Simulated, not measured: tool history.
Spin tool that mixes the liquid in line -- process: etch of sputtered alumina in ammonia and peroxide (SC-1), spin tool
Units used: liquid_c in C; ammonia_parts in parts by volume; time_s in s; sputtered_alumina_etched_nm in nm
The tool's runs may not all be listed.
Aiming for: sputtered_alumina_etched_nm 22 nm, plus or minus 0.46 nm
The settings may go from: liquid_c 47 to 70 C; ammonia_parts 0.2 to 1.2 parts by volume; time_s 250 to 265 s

run	day	liquid_c	ammonia_parts	time_s	sputtered_alumina_etched_nm
1	0	63	0.9	250	42.511
2	0.075	63	0.65	250	41.001
3	0.271	63	0.8	250	41.79
4	0.646	58.5	0.8	250	32.985
5	0.867	56	0.8	250	29.042
6	0.942	60	0.8	250	35.842
7	1.133	57	0.8	250	30.735
8	1.354	55	0.8	250	27.657
9	1.683	49.5	0.8	250	20.518
10	1.85	50	0.8	250	21.061

Exactly one of the 5 candidate moves below puts every result within its allowed miss. Which one?
A	2.017	49	0.85	260	?
B	2.017	49.5	0.75	255	?
C	2.017	50.5	0.8	255	?
D	2.017	48	1.2	265	?
E	2.017	49.5	0.8	250	?

move	sputtered_alumina_etched_nm
A	20.894
B	20.817
C	22.129
D	20.818
E	20.534
A: further off than the last run
B: further off than the last run
C: every result lands within tolerance
D: further off than the last run
E: further off than the last run
The right move is C.
